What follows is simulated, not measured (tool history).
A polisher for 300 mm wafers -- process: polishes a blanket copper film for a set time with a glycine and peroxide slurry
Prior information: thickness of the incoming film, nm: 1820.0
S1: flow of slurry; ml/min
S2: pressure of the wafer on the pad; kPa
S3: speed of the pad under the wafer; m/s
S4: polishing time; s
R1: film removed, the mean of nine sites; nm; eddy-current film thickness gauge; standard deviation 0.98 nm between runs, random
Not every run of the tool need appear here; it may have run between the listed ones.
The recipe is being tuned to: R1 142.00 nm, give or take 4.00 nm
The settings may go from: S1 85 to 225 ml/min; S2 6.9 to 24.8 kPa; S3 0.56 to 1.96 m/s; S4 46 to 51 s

Run 1, hour 0.0: S1 145 ml/min, S2 15.9 kPa, S3 1.26 m/s, S4 51 s. Result: R1 275.18 nm.
Run 2, hour 5.0: S1 140 ml/min, S2 13.1 kPa, S3 1.20 m/s, S4 51 s. Result: R1 221.00 nm.
Run 3, hour 6.1: S1 140 ml/min, S2 13.1 kPa, S3 1.20 m/s, S4 51 s. Result: R1 220.33 nm.
Run 4, hour 12.4: S1 130 ml/min, S2 11.0 kPa, S3 1.20 m/s, S4 51 s. Result: R1 191.30 nm.
Run 5, hour 13.7: S1 100 ml/min, S2 11.0 kPa, S3 1.20 m/s, S4 51 s. Result: R1 177.48 nm.
Run 6, hour 16.4: S1 95 ml/min, S2 10.3 kPa, S3 1.20 m/s, S4 51 s. Result: R1 167.00 nm.
Run 7, hour 21.3: S1 95 ml/min, S2 9.7 kPa, S3 1.20 m/s, S4 51 s. Result: R1 158.56 nm.
Run 8, hour 28.7: S1 95 ml/min, S2 9.0 kPa, S3 1.20 m/s, S4 51 s. Result: R1 149.35 nm.
Run 9, hour 35.3: S1 90 ml/min, S2 9.0 kPa, S3 1.20 m/s, S4 51 s. Result: R1 147.78 nm.
Run 10, hour 42.5: S1 85 ml/min, S2 8.3 kPa, S3 1.20 m/s, S4 51 s. Result: R1 137.52 nm.
At hour 51.4: head pressure recalibrated.
Run 11, hour 51.4: S1 85 ml/min, S2 8.3 kPa, S3 1.20 m/s, S4 51 s. Result: R1 127.55 nm.
Run 12, hour 59.0: S1 85 ml/min, S2 8.3 kPa, S3 1.20 m/s, S4 51 s. Result: R1 128.26 nm.
Run 13, hour 62.2: S1 85 ml/min, S2 8.3 kPa, S3 1.20 m/s, S4 51 s. Result: R1 126.09 nm.
Run 14, hour 68.0: S1 95 ml/min, S2 8.3 kPa, S3 1.20 m/s, S4 51 s. Result: R1 132.61 nm.
Run 15, hour 71.4: S1 100 ml/min, S2 8.3 kPa, S3 1.20 m/s, S4 51 s. Result: R1 134.34 nm.
Run 16, hour 76.8: S1 105 ml/min, S2 8.3 kPa, S3 1.20 m/s, S4 51 s. Result: R1 134.51 nm.
Run 17, hour 79.7: S1 110 ml/min, S2 8.3 kPa, S3 1.20 m/s, S4 51 s. Result: R1 137.25 nm.

4 next moves are on the table. One of them brings every result within its allowed miss. Which?
Run A, hour 82.6: S1 110 ml/min, S2 9.7 kPa, S3 1.12 m/s, S4 49 s. Result: R1 ?.
Run B, hour 82.6: S1 115 ml/min, S2 8.3 kPa, S3 1.14 m/s, S4 51 s. Result: R1 ?.
Run C, hour 82.6: S1 125 ml/min, S2 7.6 kPa, S3 1.26 m/s, S4 50 s. Result: R1 ?.
Run D, hour 82.6: S1 105 ml/min, S2 9.0 kPa, S3 1.10 m/s, S4 48 s. Result: R1 ?.

move      R1
   A  142.00
   B  135.39
   C  135.67
   D  128.79
A: each result inside its tolerance
B: the biggest miss grows against the last run
C: the biggest miss grows against the last run
D: the biggest miss grows against the last run
The right move is A.
